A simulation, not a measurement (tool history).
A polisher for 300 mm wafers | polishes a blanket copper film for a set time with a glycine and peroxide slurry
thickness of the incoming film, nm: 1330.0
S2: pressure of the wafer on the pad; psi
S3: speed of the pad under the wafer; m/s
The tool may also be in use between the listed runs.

Run 1, hour 0: flow of slurry (ml/min) 275, S2 2.8 psi, S3 0.98 m/s, polishing time (s) 82. Result: film removed (Å) 4993.8.
Run 2, hour 7.4: flow of slurry (ml/min) 275, S2 3.2 psi, S3 0.98 m/s, polishing time (s) 82. Result: film removed (Å) 5512.
Run 3, hour 12.5: flow of slurry (ml/min) 275, S2 3.1 psi, S3 0.98 m/s, polishing time (s) 82. Result: film removed (Å) 5441.8.
Run 4, hour 17.2: flow of slurry (ml/min) 275, S2 3 psi, S3 0.98 m/s, polishing time (s) 82. Result: film removed (Å) 5312.5.
Run 5, hour 24.8: flow of slurry (ml/min) 275, S2 3.3 psi, S3 0.98 m/s, polishing time (s) 82. Result: film removed (Å) 5697.1.
Run 6, hour 29.2: flow of slurry (ml/min) 275, S2 3.2 psi, S3 0.98 m/s, polishing time (s) 82. Result: film removed (Å) 5563.8.
Run 7, hour 30.5: flow of slurry (ml/min) 260, S2 2.5 psi, S3 0.98 m/s, polishing time (s) 82. Result: film removed (Å) 4563.1.
Run 8, hour 33.2: flow of slurry (ml/min) 270, S2 2.5 psi, S3 0.98 m/s, polishing time (s) 82. Result: film removed (Å) 4510.5.
Run 9, hour 34: flow of slurry (ml/min) 270, S2 2.7 psi, S3 0.98 m/s, polishing time (s) 82. Result: film removed (Å) 4825.5.
At hour 35.7: worn pad replaced by a new one.
Run 10, hour 35.7: flow of slurry (ml/min) 265, S2 2.6 psi, S3 0.98 m/s, polishing time (s) 82. Result: film removed (Å) 5037.6.
Run 11, hour 40.9: flow of slurry (ml/min) 270, S2 2.6 psi, S3 0.98 m/s, polishing time (s) 82. Result: film removed (Å) 5072.
Run 12, hour 47.8: flow of slurry (ml/min) 265, S2 2.6 psi, S3 0.98 m/s, polishing time (s) 82. Result: film removed (Å) 5057.3.
Run 13, hour 53.3: flow of slurry (ml/min) 270, S2 2.6 psi, S3 0.98 m/s, polishing time (s) 82. Result: film removed (Å) 5087.3.
Run 14, hour 59.5: flow of slurry (ml/min) 260, S2 2.6 psi, S3 0.98 m/s, polishing time (s) 82. Result: film removed (Å) 5030.5.

The next listed run, before its measurement:
Run 15, hour 62.6: flow of slurry (ml/min) 265, S2 2.6 psi, S3 0.98 m/s, polishing time (s) 82. Result: film removed (Å) ?.

film removed (Å): 5107.5

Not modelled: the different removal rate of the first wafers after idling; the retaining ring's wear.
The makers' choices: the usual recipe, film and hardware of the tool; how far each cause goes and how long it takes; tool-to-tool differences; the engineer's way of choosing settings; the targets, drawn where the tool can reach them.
